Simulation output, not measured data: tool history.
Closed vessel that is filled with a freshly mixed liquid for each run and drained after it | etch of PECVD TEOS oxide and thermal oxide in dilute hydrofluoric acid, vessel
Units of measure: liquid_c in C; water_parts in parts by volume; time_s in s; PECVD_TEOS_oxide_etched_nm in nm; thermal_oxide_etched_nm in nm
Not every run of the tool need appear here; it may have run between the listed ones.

{"run": 1, "day": 0.0, "liquid_c": 20.0, "water_parts": 240, "time_s": 195, "PECVD_TEOS_oxide_etched_nm": 5.9797, "thermal_oxide_etched_nm": 3.1152}
{"run": 2, "day": 0.183, "liquid_c": 20.0, "water_parts": 240, "time_s": 230, "PECVD_TEOS_oxide_etched_nm": 7.0189, "thermal_oxide_etched_nm": 3.6178}
{"run": 3, "day": 0.454, "liquid_c": 19.5, "water_parts": 240, "time_s": 230, "PECVD_TEOS_oxide_etched_nm": 6.8368, "thermal_oxide_etched_nm": 3.6452}
{"run": 4, "day": 0.821, "liquid_c": 19.5, "water_parts": 205, "time_s": 230, "PECVD_TEOS_oxide_etched_nm": 8.2144, "thermal_oxide_etched_nm": 4.2196}
{"run": 5, "day": 0.862, "liquid_c": 19.0, "water_parts": 215, "time_s": 230, "PECVD_TEOS_oxide_etched_nm": 7.6584, "thermal_oxide_etched_nm": 4.0786}
{"run": 6, "day": 1.233, "liquid_c": 19.0, "water_parts": 225, "time_s": 230, "PECVD_TEOS_oxide_etched_nm": 7.2764, "thermal_oxide_etched_nm": 3.8131}

Estimate the outcome of run 7 from the log above:
{"run": 7, "day": 1.283, "liquid_c": 18.5, "water_parts": 230, "time_s": 230, "PECVD_TEOS_oxide_etched_nm": "?", "thermal_oxide_etched_nm": "?"}

PECVD_TEOS_oxide_etched_nm: 7.0127 nm
thermal_oxide_etched_nm: 3.5798 nm
